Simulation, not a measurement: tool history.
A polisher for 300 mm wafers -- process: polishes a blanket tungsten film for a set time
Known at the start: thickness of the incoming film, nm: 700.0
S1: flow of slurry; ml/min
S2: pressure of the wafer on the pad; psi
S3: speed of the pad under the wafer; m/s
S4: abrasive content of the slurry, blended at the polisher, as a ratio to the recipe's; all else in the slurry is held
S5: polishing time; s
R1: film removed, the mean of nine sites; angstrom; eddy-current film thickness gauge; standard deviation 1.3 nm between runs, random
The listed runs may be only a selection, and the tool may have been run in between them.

run,hour,S1,S2,S3,S4,S5,R1
1,0,280,3.5,1.14,1,29,1518.9
2,1.7,285,3.7,1.14,1,29,1586.5
3,7.7,285,3.7,1.14,0.8,29,1531.5
4,10.5,285,3.7,1.14,0.95,29,1568.7
5,18.3,285,3.9,1.14,0.95,29,1656.1
6,22.4,285,3.4,1.14,0.95,29,1464.5
7,24.5,290,3.7,1.14,0.95,29,1570.6
8,32.5,290,3.9,1.14,0.95,29,1649

Forecast run 9:
9,37.4,325,4.8,1.14,0.95,29,?

R1: 2007.3 angstrom

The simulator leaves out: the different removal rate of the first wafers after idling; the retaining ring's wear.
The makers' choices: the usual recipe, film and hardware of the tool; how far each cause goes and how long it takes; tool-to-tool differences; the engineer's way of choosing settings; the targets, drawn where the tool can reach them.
